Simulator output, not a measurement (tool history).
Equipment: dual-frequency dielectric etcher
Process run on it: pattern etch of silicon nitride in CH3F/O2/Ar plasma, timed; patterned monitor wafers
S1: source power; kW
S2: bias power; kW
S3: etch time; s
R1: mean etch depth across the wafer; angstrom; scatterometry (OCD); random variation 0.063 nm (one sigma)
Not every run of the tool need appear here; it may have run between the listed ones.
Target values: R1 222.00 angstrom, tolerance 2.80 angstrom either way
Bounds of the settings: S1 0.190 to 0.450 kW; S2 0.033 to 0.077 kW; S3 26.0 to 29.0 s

run	day	S1	S2	S3	R1
1	0.000	0.320	0.055	29.0	183.91
2	0.317	0.370	0.055	29.0	193.97
3	0.596	0.380	0.056	29.0	196.95
4	0.875	0.390	0.057	29.0	199.76
5	1.146	0.400	0.058	29.0	203.63
6	1.188	0.400	0.058	26.0	181.55
7	1.538	0.410	0.061	26.5	189.81
8	1.800	0.420	0.064	27.0	198.80
9	1.975	0.420	0.066	27.0	199.82
10	2.242	0.420	0.068	27.5	205.24
11	2.367	0.420	0.069	27.5	208.00
12	2.433	0.450	0.074	27.5	217.46
13	2.579	0.450	0.076	27.5	218.65

Which single option among these 4 for the next run brings every result within its allowed miss of target? Just one does.
A	2.725	0.450	0.076	28.0	?
B	2.725	0.450	0.075	29.0	?
C	2.725	0.450	0.061	29.0	?
D	2.725	0.430	0.077	27.5	?

move	R1
A	223.55
B	230.58
C	216.79
D	216.67
A: all results land within tolerance of their targets
B: takes the result that was furthest off past its target
C: further off than the last run
D: further off than the last run
A is the move that brings every result within its allowed miss.
